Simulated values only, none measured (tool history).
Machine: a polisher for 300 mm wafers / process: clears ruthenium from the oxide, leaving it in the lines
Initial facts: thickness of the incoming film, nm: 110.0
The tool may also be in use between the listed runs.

run	day	flow of slurry (ml/min)	pressure of the wafer on the pad (psi)	speed of the pad under the wafer (cm/s)	overpolish time after the end point (s)	time until the end point was called (s)
1	0.000	150	2.7	114	27	59.218
2	0.196	150	2.6	114	27	61.281
3	0.571	115	2.6	114	27	63.787
4	0.683	115	2.5	114	27	67.382
5	0.762	100	2.5	114	27	68.027
6	0.892	100	2.4	114	27	70.156
7	0.912	100	2.3	114	27	72.851

Run 8 has not been measured yet. What should we expect?
8	1.017	100	2.2	114	27	?

{"run 8": {"time until the end point was called (s)": 76.611}}
